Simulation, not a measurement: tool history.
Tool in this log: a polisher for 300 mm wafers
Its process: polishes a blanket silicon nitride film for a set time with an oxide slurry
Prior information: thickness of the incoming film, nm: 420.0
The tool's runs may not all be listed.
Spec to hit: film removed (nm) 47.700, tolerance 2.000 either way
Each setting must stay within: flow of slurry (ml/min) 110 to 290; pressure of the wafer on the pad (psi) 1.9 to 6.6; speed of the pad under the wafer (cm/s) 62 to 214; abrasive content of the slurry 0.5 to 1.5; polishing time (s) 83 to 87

| run | hour | flow of slurry (ml/min) | pressure of the wafer on the pad (psi) | speed of the pad under the wafer (cm/s) | abrasive content of the slurry | polishing time (s) | film removed (nm) |
|---|---|---|---|---|---|---|---|
| 1 | 0.0 | 185 | 4.2 | 138 | 1.0 | 83 | 74.675 |
| 2 | 0.5 | 185 | 3.6 | 138 | 1.0 | 83 | 63.974 |
| 3 | 5.3 | 185 | 3.4 | 138 | 1.0 | 83 | 61.527 |
| 4 | 9.5 | 185 | 3.4 | 152 | 1.0 | 83 | 65.713 |
| 5 | 14.6 | 185 | 3.1 | 152 | 1.0 | 83 | 59.963 |
| 6 | 21.1 | 185 | 2.9 | 152 | 1.0 | 83 | 55.489 |
| 7 | 22.2 | 185 | 2.8 | 152 | 1.0 | 83 | 54.163 |
| 8 | 23.6 | 185 | 2.7 | 152 | 1.0 | 83 | 52.030 |
| 9 | 27.4 | 185 | 2.6 | 152 | 1.0 | 83 | 50.127 |

5 candidate next runs follow, results not yet known. Just one meets every target within its allowed miss. Identify it.
| A | 31.2 | 195 | 2.7 | 152 | 1.0 | 84 | ? |
| B | 31.2 | 225 | 2.7 | 128 | 1.0 | 83 | ? |
| C | 31.2 | 205 | 2.7 | 138 | 1.0 | 87 | ? |
| D | 31.2 | 185 | 3.4 | 128 | 0.9 | 83 | ? |
| E | 31.2 | 210 | 2.6 | 152 | 1.1 | 83 | ? |

| move | film removed (nm) |
|---|---|
| A | 52.411 |
| B | 46.469 |
| C | 50.875 |
| D | 54.027 |
| E | 52.424 |
A: further off than the last run
B: all results in spec
C: further off than the last run
D: further off than the last run
E: further off than the last run
Go with B: it meets all targets.

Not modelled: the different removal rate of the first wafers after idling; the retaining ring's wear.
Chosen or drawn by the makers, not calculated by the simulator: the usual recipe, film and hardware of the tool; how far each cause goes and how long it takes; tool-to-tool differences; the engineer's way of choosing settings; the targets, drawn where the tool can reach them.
